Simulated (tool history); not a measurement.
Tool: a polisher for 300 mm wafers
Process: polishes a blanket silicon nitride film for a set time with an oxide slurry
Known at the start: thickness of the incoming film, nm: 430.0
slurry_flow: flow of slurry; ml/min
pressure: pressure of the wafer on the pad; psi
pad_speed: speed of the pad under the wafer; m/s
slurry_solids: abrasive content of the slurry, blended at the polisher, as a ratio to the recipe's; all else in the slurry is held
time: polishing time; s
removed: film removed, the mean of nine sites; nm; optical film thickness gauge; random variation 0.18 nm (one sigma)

run 1 hour=0.0 | slurry_flow=290 pressure=4.7 pad_speed=1.34 slurry_solids=1.00 time=51 | removed=57.278
run 2 hour=1.9 | slurry_flow=355 pressure=4.7 pad_speed=1.34 slurry_solids=1.00 time=51 | removed=58.055
run 3 hour=4.4 | slurry_flow=355 pressure=4.0 pad_speed=1.22 slurry_solids=1.00 time=51 | removed=46.727
run 4 hour=9.4 | slurry_flow=355 pressure=4.0 pad_speed=1.22 slurry_solids=1.15 time=51 | removed=51.577
run 5 hour=14.2 | slurry_flow=355 pressure=3.5 pad_speed=1.08 slurry_solids=1.15 time=51 | removed=40.307
run 6 hour=17.2 | slurry_flow=355 pressure=3.5 pad_speed=1.08 slurry_solids=1.35 time=51 | removed=44.095
run 7 hour=19.9 | slurry_flow=345 pressure=3.1 pad_speed=0.98 slurry_solids=1.35 time=51 | removed=36.585
run 8 hour=25.1 | slurry_flow=320 pressure=2.8 pad_speed=0.94 slurry_solids=1.35 time=51 | removed=32.027
run 9 hour=32.2 | slurry_flow=240 pressure=2.1 pad_speed=0.90 slurry_solids=1.35 time=51 | removed=23.349

Run 10 comes next. What will it give?
run 10 hour=36.9 | slurry_flow=245 pressure=2.1 pad_speed=0.90 slurry_solids=1.35 time=51 | removed=?

Run 10 gave removed 23.357 nm.

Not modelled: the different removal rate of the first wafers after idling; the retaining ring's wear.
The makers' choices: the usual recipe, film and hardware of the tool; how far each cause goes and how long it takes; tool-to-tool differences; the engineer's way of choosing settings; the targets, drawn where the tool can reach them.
